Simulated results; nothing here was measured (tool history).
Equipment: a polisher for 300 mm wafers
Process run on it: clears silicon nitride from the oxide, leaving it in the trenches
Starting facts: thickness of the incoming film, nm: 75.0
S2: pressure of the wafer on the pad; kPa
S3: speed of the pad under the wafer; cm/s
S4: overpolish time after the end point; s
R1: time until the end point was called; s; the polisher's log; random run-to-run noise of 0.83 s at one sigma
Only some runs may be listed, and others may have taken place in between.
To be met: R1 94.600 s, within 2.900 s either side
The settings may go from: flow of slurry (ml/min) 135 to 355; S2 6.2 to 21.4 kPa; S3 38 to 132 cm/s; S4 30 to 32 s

{"run": 1, "hour": 0.0, "flow of slurry (ml/min)": 225, "S2": 13.8, "S3": 84, "S4": 30, "R1": 135.2}
{"run": 2, "hour": 4.2, "flow of slurry (ml/min)": 225, "S2": 14.5, "S3": 84, "S4": 30, "R1": 131.29}
{"run": 3, "hour": 7.3, "flow of slurry (ml/min)": 225, "S2": 15.9, "S3": 84, "S4": 30, "R1": 122.72}
{"run": 4, "hour": 8.0, "flow of slurry (ml/min)": 225, "S2": 16.5, "S3": 84, "S4": 30, "R1": 119.76}
{"run": 5, "hour": 15.3, "flow of slurry (ml/min)": 225, "S2": 17.2, "S3": 84, "S4": 30, "R1": 115.33}
{"run": 6, "hour": 19.6, "flow of slurry (ml/min)": 225, "S2": 17.9, "S3": 84, "S4": 30, "R1": 110.93}
{"run": 7, "hour": 26.6, "flow of slurry (ml/min)": 225, "S2": 18.6, "S3": 84, "S4": 30, "R1": 107.6}
{"run": 8, "hour": 32.4, "flow of slurry (ml/min)": 225, "S2": 19.3, "S3": 84, "S4": 30, "R1": 105.47}
{"run": 9, "hour": 36.0, "flow of slurry (ml/min)": 225, "S2": 20.0, "S3": 84, "S4": 30, "R1": 103.18}

5 candidate next runs follow, results not yet known. Just one meets every target within its allowed miss. Identify it.
{"run": "A", "hour": 39.6, "flow of slurry (ml/min)": 200, "S2": 20.0, "S3": 78, "S4": 32, "R1": "?"}
{"run": "B", "hour": 39.6, "flow of slurry (ml/min)": 225, "S2": 17.2, "S3": 86, "S4": 32, "R1": "?"}
{"run": "C", "hour": 39.6, "flow of slurry (ml/min)": 255, "S2": 20.0, "S3": 72, "S4": 30, "R1": "?"}
{"run": "D", "hour": 39.6, "flow of slurry (ml/min)": 190, "S2": 20.0, "S3": 72, "S4": 30, "R1": "?"}
{"run": "E", "hour": 39.6, "flow of slurry (ml/min)": 285, "S2": 17.9, "S3": 98, "S4": 30, "R1": "?"}

move=A R1=111.750
move=B R1=112.750
move=C R1=117.100
move=D R1=121.660
move=E R1=93.748
A: moves away from the targets compared with the last run
B: moves away from the targets compared with the last run
C: moves away from the targets compared with the last run
D: moves away from the targets compared with the last run
E: all results in spec
Correct choice: E, which meets every target
